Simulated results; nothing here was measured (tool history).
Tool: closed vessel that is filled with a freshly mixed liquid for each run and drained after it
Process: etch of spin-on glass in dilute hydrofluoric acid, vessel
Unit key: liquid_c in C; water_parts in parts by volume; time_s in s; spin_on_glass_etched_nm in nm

| run | hour | liquid_c | water_parts | time_s | spin_on_glass_etched_nm |
|---|---|---|---|---|---|
| 1 | 0.0 | 24.0 | 190 | 30 | 6.5262 |
| 2 | 6.8 | 23.5 | 190 | 30 | 6.3543 |
| 3 | 13.1 | 23.0 | 190 | 30 | 6.2871 |
| 4 | 15.8 | 22.5 | 190 | 30 | 6.1060 |
| 5 | 24.3 | 25.5 | 190 | 30 | 6.9444 |
| 6 | 27.6 | 25.5 | 190 | 30 | 6.9372 |
| 7 | 33.4 | 24.5 | 190 | 30 | 6.5473 |

Run 8, settings as shown, results not yet in. Your forecast:
| 8 | 35.8 | 24.0 | 190 | 30 | ? |

For run 8 the tool returned spin_on_glass_etched_nm 6.4941 nm.
